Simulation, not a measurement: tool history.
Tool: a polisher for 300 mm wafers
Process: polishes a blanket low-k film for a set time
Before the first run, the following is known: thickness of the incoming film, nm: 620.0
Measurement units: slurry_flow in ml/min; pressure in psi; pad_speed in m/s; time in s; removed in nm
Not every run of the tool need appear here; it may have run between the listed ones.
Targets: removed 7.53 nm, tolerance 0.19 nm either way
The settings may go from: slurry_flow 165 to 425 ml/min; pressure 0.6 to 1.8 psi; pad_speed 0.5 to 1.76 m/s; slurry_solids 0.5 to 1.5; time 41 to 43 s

Run 1, hour 0: slurry_flow 275 ml/min, pressure 1.2 psi, pad_speed 1.12 m/s, slurry_solids 1, time 41 s. Result: removed 13.382 nm.
Run 2, hour 3.1: slurry_flow 235 ml/min, pressure 1.2 psi, pad_speed 1.12 m/s, slurry_solids 1, time 41 s. Result: removed 13.171 nm.
Run 3, hour 5.7: slurry_flow 235 ml/min, pressure 1.2 psi, pad_speed 1.12 m/s, slurry_solids 1, time 43 s. Result: removed 13.605 nm.
Run 4, hour 6.4: slurry_flow 230 ml/min, pressure 1.1 psi, pad_speed 1.1 m/s, slurry_solids 1, time 43 s. Result: removed 12.456 nm.
Run 5, hour 9.1: slurry_flow 225 ml/min, pressure 1 psi, pad_speed 1.08 m/s, slurry_solids 1, time 43 s. Result: removed 11.267 nm.
Run 6, hour 17: slurry_flow 225 ml/min, pressure 1 psi, pad_speed 1.08 m/s, slurry_solids 1, time 41 s. Result: removed 10.679 nm.
Run 7, hour 19.6: slurry_flow 220 ml/min, pressure 0.9 psi, pad_speed 1.08 m/s, slurry_solids 1, time 41 s. Result: removed 9.7771 nm.
Run 8, hour 25.5: slurry_flow 220 ml/min, pressure 0.9 psi, pad_speed 1.08 m/s, slurry_solids 1, time 41 s. Result: removed 9.7004 nm.
Run 9, hour 30.3: slurry_flow 215 ml/min, pressure 0.8 psi, pad_speed 1.08 m/s, slurry_solids 1, time 41 s. Result: removed 8.647 nm.

Exercise: of the 5 proposed moves below, exactly one satisfies all targets within the stated allowed misses. Which move is it?
Run A, hour 35.1: slurry_flow 320 ml/min, pressure 0.9 psi, pad_speed 1.08 m/s, slurry_solids 0.9, time 43 s. Result: removed ?.
Run B, hour 35.1: slurry_flow 225 ml/min, pressure 0.8 psi, pad_speed 0.98 m/s, slurry_solids 0.75, time 41 s. Result: removed ?.
Run C, hour 35.1: slurry_flow 230 ml/min, pressure 0.9 psi, pad_speed 1.14 m/s, slurry_solids 1, time 43 s. Result: removed ?.
Run D, hour 35.1: slurry_flow 190 ml/min, pressure 0.9 psi, pad_speed 0.84 m/s, slurry_solids 1, time 42 s. Result: removed ?.
Run E, hour 35.1: slurry_flow 305 ml/min, pressure 0.8 psi, pad_speed 0.98 m/s, slurry_solids 0.85, time 41 s. Result: removed ?.

move  removed
   A   10.008
   B   7.0936
   C     10.7
   D   8.0779
   E   7.6659
A: lands further from the targets than the last run did
B: moves the result that the last run missed by most past its target, out the other side
C: lands further from the targets than the last run did
D: nearer than the last run, and not there yet
E: all results land within tolerance of their targets
E is the move that brings every result within its allowed miss.
